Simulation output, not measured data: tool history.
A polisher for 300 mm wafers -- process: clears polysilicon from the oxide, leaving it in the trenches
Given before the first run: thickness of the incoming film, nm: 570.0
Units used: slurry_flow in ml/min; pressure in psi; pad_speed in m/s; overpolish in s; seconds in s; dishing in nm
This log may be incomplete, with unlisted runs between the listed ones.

| run | hour | slurry_flow | pressure | pad_speed | overpolish | seconds | dishing |
|---|---|---|---|---|---|---|---|
| 1 | 0.0 | 300 | 2.0 | 1.00 | 12 | 63.768 | 41.250 |
| 2 | 6.3 | 300 | 1.8 | 0.98 | 12 | 71.794 | 40.229 |
| 3 | 8.8 | 300 | 2.2 | 0.98 | 12 | 61.203 | 42.389 |
| 4 | 12.5 | 300 | 2.0 | 0.94 | 13 | 69.535 | 41.049 |
| 5 | 16.0 | 300 | 1.8 | 0.92 | 14 | 79.993 | 39.911 |
| 6 | 21.3 | 300 | 1.8 | 0.92 | 16 | 79.389 | 40.836 |
| 7 | 26.7 | 300 | 1.7 | 0.92 | 16 | 83.552 | 41.638 |
| 8 | 31.9 | 300 | 1.6 | 0.92 | 16 | 89.485 | 40.248 |

What does the tool deliver on the next run?
| 9 | 37.8 | 300 | 1.1 | 0.90 | 16 | ? | ? |

seconds: 130.980 s
dishing: 35.366 nm
